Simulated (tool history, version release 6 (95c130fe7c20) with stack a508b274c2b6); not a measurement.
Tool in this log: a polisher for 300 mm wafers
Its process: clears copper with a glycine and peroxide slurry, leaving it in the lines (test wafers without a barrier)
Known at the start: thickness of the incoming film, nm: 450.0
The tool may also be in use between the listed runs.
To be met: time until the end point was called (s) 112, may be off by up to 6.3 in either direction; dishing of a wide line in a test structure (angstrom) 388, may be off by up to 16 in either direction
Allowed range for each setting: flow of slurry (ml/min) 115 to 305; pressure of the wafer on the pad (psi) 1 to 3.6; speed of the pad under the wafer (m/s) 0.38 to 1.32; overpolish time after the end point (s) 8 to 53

run	hour	flow of slurry (ml/min)	pressure of the wafer on the pad (psi)	speed of the pad under the wafer (m/s)	overpolish time after the end point (s)	time until the end point was called (s)	dishing of a wide line in a test structure (angstrom)
1	0	195	2.3	0.84	27	156.04	523.31
2	2.8	195	2.3	0.88	24	149.34	489.62
3	10.7	195	2.4	0.9	22	146.29	475.1
4	14	195	2.4	0.9	17	145.59	392.23
5	22.3	225	2.4	0.9	17	147.31	408.06
6	27.8	225	2.5	0.92	16	139.46	394.69
7	34.3	230	3.1	0.96	11	121.34	326.17
8	35.1	230	3.1	0.98	11	116.23	331.8
9	41.3	225	3.3	0.96	17	117.06	464.08
10	50.2	225	3.3	0.98	16	116.21	460.37
11	54.8	225	3.3	0.98	15	113.38	432.67

Consider the 4 candidate settings below. Which is the only one whose results all fall within their allowed miss of target?
A	59.4	220	2.9	1.12	13	?	?
B	59.4	215	3.5	0.92	20	?	?
C	59.4	265	2.9	1.08	16	?	?
D	59.4	195	3.2	1.1	18	?	?

move	time until the end point was called (s)	dishing of a wide line in a test structure (angstrom)
A	110.49	395.33
B	113.61	534.68
C	110.84	460.35
D	107.65	511.73
A: every result within its allowed miss
B: moves away from the targets compared with the last run
C: moves away from the targets compared with the last run
D: moves away from the targets compared with the last run
A meets every target.

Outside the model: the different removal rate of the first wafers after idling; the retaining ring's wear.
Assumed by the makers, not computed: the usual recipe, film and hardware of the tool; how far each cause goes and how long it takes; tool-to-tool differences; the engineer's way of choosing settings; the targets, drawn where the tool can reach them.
